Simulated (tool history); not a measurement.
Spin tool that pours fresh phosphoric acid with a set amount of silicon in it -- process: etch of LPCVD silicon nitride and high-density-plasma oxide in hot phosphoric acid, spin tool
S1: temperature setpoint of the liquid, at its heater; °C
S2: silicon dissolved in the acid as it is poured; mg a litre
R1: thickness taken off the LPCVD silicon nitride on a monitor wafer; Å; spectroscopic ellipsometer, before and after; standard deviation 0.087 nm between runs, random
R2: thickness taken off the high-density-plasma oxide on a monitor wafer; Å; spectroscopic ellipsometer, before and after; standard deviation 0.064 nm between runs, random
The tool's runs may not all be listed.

Run 1, hour 0: S1 164 °C, S2 20.5 mg a litre, time under the liquid (s) 110. Result: R1 94.919 Å, R2 7.0551 Å.
Run 2, hour 3.7: S1 163 °C, S2 20.5 mg a litre, time under the liquid (s) 110. Result: R1 91.845 Å, R2 6.0978 Å.
Run 3, hour 4.6: S1 164 °C, S2 20.5 mg a litre, time under the liquid (s) 115. Result: R1 99.248 Å, R2 6.9055 Å.
Run 4, hour 6.3: S1 164 °C, S2 20.5 mg a litre, time under the liquid (s) 160. Result: R1 139.62 Å, R2 8.8045 Å.
Run 5, hour 14.2: S1 164 °C, S2 20.5 mg a litre, time under the liquid (s) 140. Result: R1 119.59 Å, R2 8.8876 Å.
Run 6, hour 15.1: S1 164 °C, S2 20.5 mg a litre, time under the liquid (s) 175. Result: R1 151.09 Å, R2 10.737 Å.
Run 7, hour 21.8: S1 163 °C, S2 17 mg a litre, time under the liquid (s) 175. Result: R1 144.88 Å, R2 10.397 Å.

What does the tool deliver on the next run?
Run 8, hour 27.2: S1 162.5 °C, S2 14 mg a litre, time under the liquid (s) 175. Result: R1 ?, R2 ?.

{"run 8": {"R1": 144.3, "R2": 10.64}}
